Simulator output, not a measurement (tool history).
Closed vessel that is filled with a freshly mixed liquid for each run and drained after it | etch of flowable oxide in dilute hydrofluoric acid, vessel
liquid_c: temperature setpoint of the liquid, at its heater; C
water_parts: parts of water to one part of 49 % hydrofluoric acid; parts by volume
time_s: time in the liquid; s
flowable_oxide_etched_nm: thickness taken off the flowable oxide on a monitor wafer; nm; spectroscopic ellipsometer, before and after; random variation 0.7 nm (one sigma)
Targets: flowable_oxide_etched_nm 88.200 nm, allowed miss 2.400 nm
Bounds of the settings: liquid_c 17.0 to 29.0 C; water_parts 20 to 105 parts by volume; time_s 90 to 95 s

run  hour  liquid_c  water_parts  time_s  flowable_oxide_etched_nm
  1   0.0      21.0           55      90                    49.133
  2   5.4      21.0           70      90                    37.890
  3  10.7      23.0           65      90                    44.869
  4  16.9      23.0           75      90                    38.880
  5  22.0      24.5           65      90                    48.558
  6  25.8      23.0           65      90                    45.602
  7  29.3      24.5           60      90                    52.472
  8  36.7      24.5           60      90                    53.264
  9  37.7      28.5           40      90                    95.736
 10  41.2      28.0           40      90                    92.682
 11  48.5      27.5           40      90                    93.001

Which of these 5 next moves meets every target?
  A  55.8      28.0           40      90                         ?
  B  55.8      28.5           45      90                         ?
  C  55.8      23.5           35      90                         ?
  D  55.8      25.5           35      90                         ?
  E  55.8      27.5           40      95                         ?

move  flowable_oxide_etched_nm
   A                    92.957
   B                    83.705
   C                    88.804
   D                    96.553
   E                    96.148
A: as far off as the last run
B: takes the result that was furthest off past its target
C: meets every target
D: further off than the last run
E: further off than the last run
Answer: C
